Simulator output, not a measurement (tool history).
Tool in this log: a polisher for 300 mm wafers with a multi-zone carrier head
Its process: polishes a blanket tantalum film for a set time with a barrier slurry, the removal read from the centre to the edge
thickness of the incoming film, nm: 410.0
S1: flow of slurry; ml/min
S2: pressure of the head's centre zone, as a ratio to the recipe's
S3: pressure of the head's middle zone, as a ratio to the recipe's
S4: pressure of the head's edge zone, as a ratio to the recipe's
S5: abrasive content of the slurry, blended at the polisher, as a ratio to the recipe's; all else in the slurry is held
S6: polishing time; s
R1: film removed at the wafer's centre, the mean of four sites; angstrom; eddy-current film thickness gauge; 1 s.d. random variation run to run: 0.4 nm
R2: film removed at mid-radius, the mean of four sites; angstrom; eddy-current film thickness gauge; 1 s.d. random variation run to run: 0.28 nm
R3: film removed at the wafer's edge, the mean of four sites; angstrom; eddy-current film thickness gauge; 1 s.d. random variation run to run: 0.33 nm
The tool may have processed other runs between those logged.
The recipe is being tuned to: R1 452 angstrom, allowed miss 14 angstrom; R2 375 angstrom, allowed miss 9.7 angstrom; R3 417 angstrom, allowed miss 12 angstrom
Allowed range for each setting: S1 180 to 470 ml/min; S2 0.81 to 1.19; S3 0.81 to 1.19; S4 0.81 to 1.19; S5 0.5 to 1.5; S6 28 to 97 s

run 1 hour=0 | S1=300 S2=1 S3=1 S4=1 S5=1 S6=62 | R1=609.04 R2=604.65 R3=614.22
run 2 hour=8.1 | S1=300 S2=1 S3=1 S4=1 S5=0.9 S6=62 | R1=590.87 R2=593.09 R3=597.58
run 3 hour=9.2 | S1=295 S2=1.01 S3=0.97 S4=0.99 S5=0.85 S6=60 | R1=560.67 R2=541.66 R3=562.49
run 4 hour=14.9 | S1=295 S2=1.01 S3=0.92 S4=0.99 S5=0.85 S6=60 | R1=575.38 R2=531.07 R3=561.44
run 5 hour=22.9 | S1=285 S2=1.01 S3=0.9 S4=0.98 S5=0.8 S6=59 | R1=536.3 R2=493.04 R3=530.83
run 6 hour=28.3 | S1=275 S2=1.02 S3=0.89 S4=0.97 S5=0.75 S6=58 | R1=515.58 R2=470.05 R3=514.82
run 7 hour=31.1 | S1=275 S2=1.03 S3=0.88 S4=0.95 S5=0.7 S6=58 | R1=518.58 R2=448.36 R3=496.51
run 8 hour=34.6 | S1=270 S2=1.03 S3=0.88 S4=0.93 S5=0.65 S6=58 | R1=495.08 R2=440.34 R3=479.45
run 9 hour=38.7 | S1=265 S2=1.03 S3=0.87 S4=0.91 S5=0.65 S6=58 | R1=503.07 R2=435.75 R3=466.01
run 10 hour=47.6 | S1=260 S2=1.03 S3=0.86 S4=0.91 S5=0.65 S6=58 | R1=502.74 R2=431.68 R3=459.4
run 11 hour=55.2 | S1=255 S2=1.03 S3=0.85 S4=0.91 S5=0.65 S6=58 | R1=500.19 R2=426.97 R3=465.61
run 12 hour=56.5 | S1=250 S2=1.03 S3=0.84 S4=0.9 S5=0.65 S6=58 | R1=498.39 R2=422.63 R3=457.81
run 13 hour=57.4 | S1=245 S2=1.03 S3=0.84 S4=0.9 S5=0.65 S6=58 | R1=493.25 R2=423.67 R3=464.24
run 14 hour=65.2 | S1=240 S2=1.03 S3=0.84 S4=0.9 S5=0.65 S6=58 | R1=491.35 R2=419.22 R3=459.09
run 15 hour=69.9 | S1=240 S2=1.03 S3=0.84 S4=0.9 S5=0.65 S6=58 | R1=483.91 R2=422.46 R3=466.45
run 16 hour=74.1 | S1=220 S2=1.06 S3=0.81 S4=0.85 S5=0.5 S6=55 | R1=417.69 R2=342.48 R3=371.75
run 17 hour=82.8 | S1=235 S2=1.05 S3=0.81 S4=0.86 S5=0.5 S6=55 | R1=424.59 R2=344.33 R3=385.73
run 18 hour=90.2 | S1=250 S2=1.05 S3=0.82 S4=0.86 S5=0.5 S6=55 | R1=427.81 R2=353.85 R3=382.81
run 19 hour=93.3 | S1=260 S2=1.05 S3=0.82 S4=0.87 S5=0.5 S6=55 | R1=420.05 R2=353.16 R3=384.61
run 20 hour=98.8 | S1=280 S2=1.11 S3=0.85 S4=0.97 S5=0.65 S6=55 | R1=510.25 R2=412.12 R3=461.22
run 21 hour=105.4 | S1=275 S2=1.1 S3=0.84 S4=0.96 S5=0.65 S6=55 | R1=496.66 R2=401.4 R3=455.37

Pick the move, out of 5, that brings all results within their allowed miss; only one does.
run A hour=112 | S1=345 S2=1.09 S3=0.87 S4=1 S5=1.15 S6=40 | R1=? R2=? R3=?
run B hour=112 | S1=260 S2=0.95 S3=0.92 S4=1.05 S5=0.6 S6=58 | R1=? R2=? R3=?
run C hour=112 | S1=235 S2=0.98 S3=0.96 S4=1.08 S5=0.65 S6=51 | R1=? R2=? R3=?
run D hour=112 | S1=200 S2=1 S3=0.83 S4=0.94 S5=0.5 S6=63 | R1=? R2=? R3=?
run E hour=112 | S1=255 S2=0.98 S3=0.91 S4=1.05 S5=0.6 S6=54 | R1=? R2=? R3=?

move=A R1=455.47 R2=372.49 R3=409.11
move=B R1=450.69 R2=439.38 R3=477.06
move=C R1=415.61 R2=406.44 R3=434.85
move=D R1=454.41 R2=393.11 R3=441.03
move=E R1=431.02 R2=404.73 R3=443.39
A: meets every target
B: further off than the last run
C: about the same distance from the targets as the last run
D: gains on the last run, yet a result remains outside its allowed miss
E: about the same distance from the targets as the last run
So the answer is move A, the one that meets all the targets.
